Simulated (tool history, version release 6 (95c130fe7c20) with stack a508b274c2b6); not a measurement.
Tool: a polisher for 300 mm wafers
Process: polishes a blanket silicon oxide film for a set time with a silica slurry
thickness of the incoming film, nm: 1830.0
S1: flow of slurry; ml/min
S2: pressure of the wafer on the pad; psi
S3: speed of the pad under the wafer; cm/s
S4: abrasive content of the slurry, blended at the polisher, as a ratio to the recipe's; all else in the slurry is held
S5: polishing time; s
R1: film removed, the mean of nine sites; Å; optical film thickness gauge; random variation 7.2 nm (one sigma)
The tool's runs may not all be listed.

run    day   S1   S2   S3  S4  S5      R1
  1      0  260  5.2  142   1  46  2669.2
  2  0.192  260  5.5  144   1  46  2823.5
  3  0.262  325  5.5  144   1  46  2900.3
  4  0.388  325  5.8  146   1  46  2985.6
  5  0.592  365  5.8  146   1  46  3093.5
  6  0.758  365  6.1  148   1  46  3305.8
  7   0.85  365  6.3  150   1  46  3448.5
  8  1.075  365  6.5  152   1  46    3468
  9  1.212  365  6.7  156   1  46  3809.1

Run 10 comes next. What will it give?
 10  1.558  365  6.9  156   1  46   ?

Run 10 gave R1 3899.9 Å.
